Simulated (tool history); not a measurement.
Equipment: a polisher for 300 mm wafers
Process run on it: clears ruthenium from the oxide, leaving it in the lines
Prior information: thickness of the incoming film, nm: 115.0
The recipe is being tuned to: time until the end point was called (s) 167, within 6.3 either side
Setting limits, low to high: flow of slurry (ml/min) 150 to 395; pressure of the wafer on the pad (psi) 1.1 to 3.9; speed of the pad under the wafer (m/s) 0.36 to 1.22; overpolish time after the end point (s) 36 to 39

run  hour  flow of slurry (ml/min)  pressure of the wafer on the pad (psi)  speed of the pad under the wafer (m/s)  overpolish time after the end point (s)  time until the end point was called (s)
  1     0                      250                                     2.5                                    0.78                                       36                                   146.35
  2   5.6                      250                                     2.5                                    0.88                                       36                                   128.23
  3   9.9                      250                                     2.4                                    0.88                                       36                                   137.86
  4  11.3                      250                                     2.3                                    0.88                                       36                                   139.25
  5  13.1                      250                                     2.2                                    0.88                                       36                                    145.6
  6  15.8                      250                                     2.6                                    0.88                                       36                                   128.12
  7  20.9                      250                                     2.5                                    0.88                                       36                                   130.28
  8  28.9                      250                                     2.4                                    0.88                                       36                                   134.29

Exercise: of the 5 proposed moves below, exactly one satisfies all targets within the stated allowed misses. Which move is it?
  A  36.9                      290                                     3.3                                    0.94                                       36                                        ?
  B  36.9                      285                                     2.5                                    0.68                                       36                                        ?
  C  36.9                      270                                     1.9                                    0.82                                       36                                        ?
  D  36.9                      190                                     2.3                                    1.18                                       36                                        ?
  E  36.9                      220                                     2.1                                    1.14                                       36                                        ?

move  time until the end point was called (s)
   A                                   97.732
   B                                   155.22
   C                                   166.25
   D                                   115.65
   E                                   123.49
A: the biggest miss grows against the last run
B: an improvement on the last run, though not all results are within tolerance
C: every result within its allowed miss
D: the biggest miss grows against the last run
E: the biggest miss grows against the last run
Answer: C
